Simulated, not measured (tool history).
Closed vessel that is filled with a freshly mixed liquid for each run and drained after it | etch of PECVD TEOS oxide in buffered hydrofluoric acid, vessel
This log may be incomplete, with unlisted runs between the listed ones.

run	day	temperature setpoint of the liquid (°C)	parts of 40 % ammonium fluoride to one part of 49 % hydrofluoric acid (parts by volume)	time in the liquid (s)	thickness taken off the PECVD TEOS oxide on a monitor wafer (Å)
1	0	21	13.5	85	715.38
2	0.333	22	13.5	85	770.69
3	0.529	23	13.5	85	814.31
4	0.575	20	13.5	85	693.12
5	0.662	21	13.5	85	729.5
6	0.958	22	13.5	85	759.57
7	1.242	23	13.5	85	805.41
8	1.417	24	13.5	85	858.15
9	1.767	24.5	13.5	85	874.43

What does the tool deliver on the next run?
10	1.958	25	13.5	85	?

{"run 10": {"thickness taken off the PECVD TEOS oxide on a monitor wafer (Å)": 913.53}}

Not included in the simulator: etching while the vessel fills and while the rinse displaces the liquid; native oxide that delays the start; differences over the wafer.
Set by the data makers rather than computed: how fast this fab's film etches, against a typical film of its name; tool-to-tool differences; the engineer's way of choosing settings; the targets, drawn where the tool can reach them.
